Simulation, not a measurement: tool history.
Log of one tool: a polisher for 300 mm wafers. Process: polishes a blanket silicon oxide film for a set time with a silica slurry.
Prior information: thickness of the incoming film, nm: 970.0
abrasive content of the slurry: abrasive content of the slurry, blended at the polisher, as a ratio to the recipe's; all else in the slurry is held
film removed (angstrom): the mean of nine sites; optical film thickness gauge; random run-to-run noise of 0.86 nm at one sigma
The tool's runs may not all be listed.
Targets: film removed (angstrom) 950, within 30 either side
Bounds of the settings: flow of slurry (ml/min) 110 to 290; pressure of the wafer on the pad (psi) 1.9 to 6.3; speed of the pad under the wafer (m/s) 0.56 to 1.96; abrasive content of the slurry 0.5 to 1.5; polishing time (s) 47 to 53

| run | hour | flow of slurry (ml/min) | pressure of the wafer on the pad (psi) | speed of the pad under the wafer (m/s) | abrasive content of the slurry | polishing time (s) | film removed (angstrom) |
|---|---|---|---|---|---|---|---|
| 1 | 0 | 185 | 4.1 | 1.26 | 1 | 53 | 1693.1 |
| 2 | 6.3 | 185 | 3.8 | 1.26 | 1 | 53 | 1598.5 |
| 3 | 7 | 185 | 3.8 | 1.26 | 1.15 | 53 | 1668.5 |
| 4 | 15.9 | 185 | 3.5 | 1.24 | 1.15 | 53 | 1503.1 |
| 5 | 18.3 | 185 | 3.5 | 1.12 | 1.15 | 53 | 1396.4 |
| 6 | 23.5 | 185 | 3.3 | 1.12 | 1.15 | 53 | 1337.3 |
| 7 | 26.5 | 170 | 2.2 | 1.1 | 1.15 | 53 | 870.63 |
| 8 | 31.7 | 175 | 2.2 | 1.1 | 1.15 | 53 | 880.54 |
| 9 | 33.7 | 180 | 2.2 | 1.1 | 1.15 | 53 | 885.06 |
| 10 | 37.2 | 200 | 2.5 | 1.1 | 1.15 | 53 | 999.54 |
| 11 | 45.6 | 200 | 2.5 | 1.1 | 1.15 | 53 | 1022.3 |
| 12 | 50.7 | 195 | 2.5 | 1.1 | 1.15 | 53 | 1016.5 |
| 13 | 51.9 | 175 | 2.2 | 1.1 | 1.15 | 53 | 882.43 |
| 14 | 56 | 180 | 2.2 | 1.1 | 1.15 | 53 | 878.34 |
| 15 | 60.1 | 185 | 2.2 | 1.1 | 1.15 | 53 | 893.56 |

Below are 5 possible settings for the next run. Only one of them brings all results inside the allowed miss of their targets. Which is it?
| A | 64.2 | 195 | 2 | 1.16 | 1.25 | 50 | ? |
| B | 64.2 | 220 | 1.9 | 1.36 | 1.05 | 48 | ? |
| C | 64.2 | 210 | 2.2 | 1.24 | 1.1 | 52 | ? |
| D | 64.2 | 155 | 2.5 | 1.26 | 0.85 | 47 | ? |
| E | 64.2 | 205 | 2.4 | 1.16 | 1.05 | 48 | ? |

| move | film removed (angstrom) |
|---|---|
| A | 831.27 |
| B | 820.61 |
| C | 959.8 |
| D | 854.42 |
| E | 892.91 |
A: further off than the last run
B: further off than the last run
C: meets every target
D: further off than the last run
E: about the same distance from the targets as the last run
Answer: C
